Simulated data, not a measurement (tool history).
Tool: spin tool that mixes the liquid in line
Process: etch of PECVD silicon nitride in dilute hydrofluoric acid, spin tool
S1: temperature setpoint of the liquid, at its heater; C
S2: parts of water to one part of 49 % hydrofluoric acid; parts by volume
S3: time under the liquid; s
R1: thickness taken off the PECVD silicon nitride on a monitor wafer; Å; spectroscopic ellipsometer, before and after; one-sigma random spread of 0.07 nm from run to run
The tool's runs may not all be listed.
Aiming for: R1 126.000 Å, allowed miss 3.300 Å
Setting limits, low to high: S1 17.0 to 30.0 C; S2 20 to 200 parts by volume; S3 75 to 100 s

{"run": 1, "hour": 0.0, "S1": 22.0, "S2": 110, "S3": 100, "R1": 39.648}
{"run": 2, "hour": 2.4, "S1": 22.0, "S2": 125, "S3": 100, "R1": 34.701}
{"run": 3, "hour": 9.9, "S1": 25.0, "S2": 125, "S3": 100, "R1": 42.39}
{"run": 4, "hour": 14.4, "S1": 25.0, "S2": 125, "S3": 100, "R1": 42.056}
{"run": 5, "hour": 18.8, "S1": 26.0, "S2": 110, "S3": 100, "R1": 51.568}
{"run": 6, "hour": 26.8, "S1": 26.0, "S2": 135, "S3": 100, "R1": 42.231}
{"run": 7, "hour": 32.4, "S1": 27.0, "S2": 115, "S3": 100, "R1": 52.882}
{"run": 8, "hour": 35.5, "S1": 27.5, "S2": 100, "S3": 100, "R1": 63.185}
{"run": 9, "hour": 36.3, "S1": 30.0, "S2": 55, "S3": 100, "R1": 132.46}

Pick the move, out of 4, that brings all results within their allowed miss; only one does.
{"run": "A", "hour": 37.1, "S1": 30.0, "S2": 55, "S3": 90, "R1": "?"}
{"run": "B", "hour": 37.1, "S1": 29.5, "S2": 50, "S3": 95, "R1": "?"}
{"run": "C", "hour": 37.1, "S1": 29.5, "S2": 50, "S3": 90, "R1": "?"}
{"run": "D", "hour": 37.1, "S1": 30.0, "S2": 50, "S3": 100, "R1": "?"}

move=A R1=119.160
move=B R1=133.880
move=C R1=126.830
move=D R1=145.540
A: moves the result that the last run missed by most past its target, out the other side
B: lands further from the targets than the last run did
C: meets every target
D: lands further from the targets than the last run did
So the answer is move C, the one that meets all the targets.
